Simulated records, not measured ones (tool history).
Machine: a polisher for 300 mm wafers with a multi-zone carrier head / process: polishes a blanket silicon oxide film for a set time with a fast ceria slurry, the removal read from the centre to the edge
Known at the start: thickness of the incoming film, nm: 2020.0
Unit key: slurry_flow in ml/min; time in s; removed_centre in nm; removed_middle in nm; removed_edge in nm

Run 1, day 0.000: slurry_flow 310 ml/min, centre_zone 1.00, middle_zone 1.00, edge_zone 1.00, time 47 s. Result: removed_centre 651.88 nm, removed_middle 648.67 nm, removed_edge 680.04 nm.
Run 2, day 0.117: slurry_flow 265 ml/min, centre_zone 1.00, middle_zone 1.00, edge_zone 1.00, time 47 s. Result: removed_centre 650.04 nm, removed_middle 637.69 nm, removed_edge 647.51 nm.
Run 3, day 0.392: slurry_flow 285 ml/min, centre_zone 1.05, middle_zone 0.99, edge_zone 1.02, time 48 s. Result: removed_centre 697.97 nm, removed_middle 656.09 nm, removed_edge 694.93 nm.
Run 4, day 0.754: slurry_flow 290 ml/min, centre_zone 1.09, middle_zone 0.98, edge_zone 1.02, time 48 s. Result: removed_centre 744.17 nm, removed_middle 649.94 nm, removed_edge 668.66 nm.
Run 5, day 0.846: slurry_flow 310 ml/min, centre_zone 1.11, middle_zone 0.97, edge_zone 1.05, time 48 s. Result: removed_centre 747.31 nm, removed_middle 651.27 nm, removed_edge 703.85 nm.
Run 6, day 1.054: slurry_flow 310 ml/min, centre_zone 1.11, middle_zone 0.97, edge_zone 1.13, time 48 s. Result: removed_centre 750.44 nm, removed_middle 656.45 nm, removed_edge 730.63 nm.
Run 7, day 1.350: slurry_flow 315 ml/min, centre_zone 1.13, middle_zone 0.97, edge_zone 1.14, time 48 s. Result: removed_centre 750.21 nm, removed_middle 640.07 nm, removed_edge 713.00 nm.
Run 8, day 1.679: slurry_flow 320 ml/min, centre_zone 1.14, middle_zone 0.97, edge_zone 1.14, time 49 s. Result: removed_centre 765.31 nm, removed_middle 656.05 nm, removed_edge 761.25 nm.

Predict the results of run 9:
Run 9, day 1.812: slurry_flow 310 ml/min, centre_zone 1.15, middle_zone 0.97, edge_zone 1.12, time 49 s. Result: removed_centre ?, removed_middle ?, removed_edge ?.

removed_centre: 783.25 nm
removed_middle: 676.65 nm
removed_edge: 746.12 nm
